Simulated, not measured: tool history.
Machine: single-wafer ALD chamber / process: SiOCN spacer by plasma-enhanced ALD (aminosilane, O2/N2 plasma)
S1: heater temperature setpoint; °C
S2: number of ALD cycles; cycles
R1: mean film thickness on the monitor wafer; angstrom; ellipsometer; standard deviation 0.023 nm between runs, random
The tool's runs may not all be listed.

Run 1, hour 0.0: S1 405 °C, S2 79 cycles. Result: R1 47.771 angstrom.
Run 2, hour 8.3: S1 405 °C, S2 73 cycles. Result: R1 44.085 angstrom.
Run 3, hour 11.4: S1 404 °C, S2 76 cycles. Result: R1 46.007 angstrom.
Run 4, hour 17.2: S1 404 °C, S2 70 cycles. Result: R1 42.438 angstrom.
Run 5, hour 24.9: S1 403 °C, S2 73 cycles. Result: R1 44.380 angstrom.
Run 6, hour 26.4: S1 395 °C, S2 73 cycles. Result: R1 44.743 angstrom.
Run 7, hour 28.4: S1 395 °C, S2 73 cycles. Result: R1 44.674 angstrom.
Run 8, hour 29.9: S1 395 °C, S2 76 cycles. Result: R1 46.662 angstrom.

Run 9 comes next. What will it give?
Run 9, hour 33.0: S1 395 °C, S2 78 cycles. Result: R1 ?.

{"run 9": {"R1": 47.823}}
